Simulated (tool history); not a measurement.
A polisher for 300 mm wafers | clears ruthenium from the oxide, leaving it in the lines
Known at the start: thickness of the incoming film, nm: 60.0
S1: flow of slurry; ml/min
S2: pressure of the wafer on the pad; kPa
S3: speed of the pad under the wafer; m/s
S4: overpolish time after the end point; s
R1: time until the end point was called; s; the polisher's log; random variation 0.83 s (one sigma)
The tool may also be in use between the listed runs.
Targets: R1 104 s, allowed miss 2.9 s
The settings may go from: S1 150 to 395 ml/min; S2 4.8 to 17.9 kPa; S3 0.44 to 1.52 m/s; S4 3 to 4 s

run,day,S1,S2,S3,S4,R1
1,0,250,11,0.98,4,58.475
2,0.275,250,9.7,0.98,4,65.084
3,0.488,195,9.7,0.98,4,67.044
4,0.633,195,9,0.98,4,70.269
5,0.754,195,6.9,0.98,4,84.749
6,0.933,195,6.9,0.98,4,84.537
7,1.017,195,6.2,0.98,4,90.738
8,1.096,195,5.5,0.98,4,97.489

4 next moves are on the table. One of them brings every result within its allowed miss. Which?
A,1.175,190,6.2,0.8,3,?
B,1.175,275,4.8,0.98,3,?
C,1.175,150,5.5,0.86,4,?
D,1.175,150,4.8,0.98,3,?

move,R1
A,111.87
B,104.46
C,115.18
D,110.25
A: takes the result that was furthest off past its target
B: meets every target
C: takes the result that was furthest off past its target
D: takes the result that was furthest off past its target
The right move is B.
